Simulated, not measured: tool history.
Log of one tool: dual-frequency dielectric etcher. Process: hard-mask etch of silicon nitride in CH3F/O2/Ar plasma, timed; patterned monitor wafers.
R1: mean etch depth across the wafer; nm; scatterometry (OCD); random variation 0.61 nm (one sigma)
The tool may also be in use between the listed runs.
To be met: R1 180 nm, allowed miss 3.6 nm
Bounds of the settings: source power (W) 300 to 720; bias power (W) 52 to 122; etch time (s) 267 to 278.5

run 1 day=0 | source_power_(W)=510 bias_power_(W)=87 etch_time_(s)=267 | R1=200.32
run 2 day=0.154 | source_power_(W)=470 bias_power_(W)=87 etch_time_(s)=267 | R1=192.23
run 3 day=0.483 | source_power_(W)=460 bias_power_(W)=87 etch_time_(s)=267 | R1=191.01
run 4 day=0.762 | source_power_(W)=450 bias_power_(W)=87 etch_time_(s)=267 | R1=188.79
run 5 day=0.854 | source_power_(W)=520 bias_power_(W)=87 etch_time_(s)=267 | R1=200.74
run 6 day=1.004 | source_power_(W)=590 bias_power_(W)=87 etch_time_(s)=267 | R1=212.04
run 7 day=1.246 | source_power_(W)=570 bias_power_(W)=86 etch_time_(s)=267 | R1=207.84
run 8 day=1.358 | source_power_(W)=550 bias_power_(W)=86 etch_time_(s)=267 | R1=203.81
run 9 day=1.421 | source_power_(W)=540 bias_power_(W)=86 etch_time_(s)=267 | R1=204.09
run 10 day=1.6 | source_power_(W)=530 bias_power_(W)=86 etch_time_(s)=267 | R1=200.84

5 next moves are on the table. One of them brings every result within its allowed miss. Which?
run A day=1.779 | source_power_(W)=390 bias_power_(W)=79 etch_time_(s)=272.5 | R1=?
run B day=1.779 | source_power_(W)=450 bias_power_(W)=88 etch_time_(s)=268.5 | R1=?
run C day=1.779 | source_power_(W)=590 bias_power_(W)=59 etch_time_(s)=271 | R1=?
run D day=1.779 | source_power_(W)=520 bias_power_(W)=63 etch_time_(s)=275.5 | R1=?
run E day=1.779 | source_power_(W)=430 bias_power_(W)=79 etch_time_(s)=276 | R1=?

move=A R1=171.99
move=B R1=192.05
move=C R1=171.71
move=D R1=172.07
move=E R1=181.88
A: takes the result that was furthest off past its target
B: nearer than the last run, and not there yet
C: takes the result that was furthest off past its target
D: takes the result that was furthest off past its target
E: meets every target
The right move is E.
